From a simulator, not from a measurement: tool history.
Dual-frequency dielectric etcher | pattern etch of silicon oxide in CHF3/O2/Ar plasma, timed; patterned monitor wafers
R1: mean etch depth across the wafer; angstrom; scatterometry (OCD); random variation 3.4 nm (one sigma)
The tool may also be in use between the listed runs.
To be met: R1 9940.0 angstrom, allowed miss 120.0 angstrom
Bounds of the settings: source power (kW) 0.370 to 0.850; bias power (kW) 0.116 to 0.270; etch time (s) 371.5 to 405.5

run 1 hour=0.0 | source_power_(kW)=0.610 bias_power_(kW)=0.193 etch_time_(s)=405.5 | R1=8931.2
run 2 hour=1.6 | source_power_(kW)=0.650 bias_power_(kW)=0.194 etch_time_(s)=405.5 | R1=9188.1
run 3 hour=8.7 | source_power_(kW)=0.680 bias_power_(kW)=0.195 etch_time_(s)=405.5 | R1=9360.9
run 4 hour=14.9 | source_power_(kW)=0.580 bias_power_(kW)=0.195 etch_time_(s)=405.5 | R1=8753.6
run 5 hour=19.3 | source_power_(kW)=0.580 bias_power_(kW)=0.222 etch_time_(s)=405.5 | R1=9189.8
run 6 hour=27.5 | source_power_(kW)=0.610 bias_power_(kW)=0.223 etch_time_(s)=405.5 | R1=9355.9
run 7 hour=33.1 | source_power_(kW)=0.630 bias_power_(kW)=0.224 etch_time_(s)=405.5 | R1=9571.8
run 8 hour=37.3 | source_power_(kW)=0.640 bias_power_(kW)=0.224 etch_time_(s)=405.5 | R1=9566.0
run 9 hour=39.1 | source_power_(kW)=0.650 bias_power_(kW)=0.224 etch_time_(s)=405.5 | R1=9650.9
run 10 hour=44.5 | source_power_(kW)=0.660 bias_power_(kW)=0.224 etch_time_(s)=405.5 | R1=9709.2
-- hour=51.8 bias power generator calibrated
run 11 hour=51.8 | source_power_(kW)=0.670 bias_power_(kW)=0.224 etch_time_(s)=405.5 | R1=9611.0
run 12 hour=59.0 | source_power_(kW)=0.690 bias_power_(kW)=0.225 etch_time_(s)=405.5 | R1=9802.6

4 next moves are on the table. One of them brings every result within its allowed miss. Which?
run A hour=66.2 | source_power_(kW)=0.710 bias_power_(kW)=0.250 etch_time_(s)=397.5 | R1=?
run B hour=66.2 | source_power_(kW)=0.690 bias_power_(kW)=0.269 etch_time_(s)=398.0 | R1=?
run C hour=66.2 | source_power_(kW)=0.650 bias_power_(kW)=0.255 etch_time_(s)=388.5 | R1=?
run D hour=66.2 | source_power_(kW)=0.680 bias_power_(kW)=0.246 etch_time_(s)=399.5 | R1=?

move=A R1=10164.0
move=B R1=10343.0
move=C R1=9661.7
move=D R1=9980.5
A: takes the result that was furthest off past its target
B: takes the result that was furthest off past its target
C: further off than the last run
D: meets every target
Move D is the one to make.

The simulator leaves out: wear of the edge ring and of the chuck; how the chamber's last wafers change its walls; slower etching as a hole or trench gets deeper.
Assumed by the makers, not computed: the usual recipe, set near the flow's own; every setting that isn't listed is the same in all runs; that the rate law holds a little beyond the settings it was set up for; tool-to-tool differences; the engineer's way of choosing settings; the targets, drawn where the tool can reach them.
